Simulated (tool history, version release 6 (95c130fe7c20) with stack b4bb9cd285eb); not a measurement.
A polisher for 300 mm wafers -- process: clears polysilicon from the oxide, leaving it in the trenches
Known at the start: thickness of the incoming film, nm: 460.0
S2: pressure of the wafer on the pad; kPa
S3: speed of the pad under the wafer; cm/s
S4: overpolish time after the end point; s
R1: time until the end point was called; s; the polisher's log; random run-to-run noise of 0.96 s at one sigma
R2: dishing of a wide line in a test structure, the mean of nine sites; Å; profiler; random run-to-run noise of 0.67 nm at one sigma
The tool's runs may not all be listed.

run 1 hour=0.0 | flow_of_slurry_(ml/min)=170 S2=16.5 S3=108 S4=10 | R1=42.135 R2=532.70
run 2 hour=1.6 | flow_of_slurry_(ml/min)=170 S2=16.5 S3=98 S4=10 | R1=43.736 R2=521.60
run 3 hour=8.8 | flow_of_slurry_(ml/min)=210 S2=16.5 S3=98 S4=10 | R1=42.974 R2=524.91
run 4 hour=13.2 | flow_of_slurry_(ml/min)=210 S2=13.1 S3=98 S4=10 | R1=54.831 R2=472.22
run 5 hour=15.2 | flow_of_slurry_(ml/min)=210 S2=17.2 S3=98 S4=10 | R1=42.150 R2=535.10
run 6 hour=19.4 | flow_of_slurry_(ml/min)=210 S2=17.2 S3=98 S4=7 | R1=41.789 R2=438.14
-- hour=20.8 worn pad replaced by a new one
run 7 hour=20.8 | flow_of_slurry_(ml/min)=205 S2=13.1 S3=94 S4=6 | R1=50.789 R2=367.03

Expected results for the next run?
run 8 hour=25.9 | flow_of_slurry_(ml/min)=205 S2=12.4 S3=94 S4=6 | R1=? R2=?

Run 8 yielded R1 53.086 s, R2 351.57 Å.
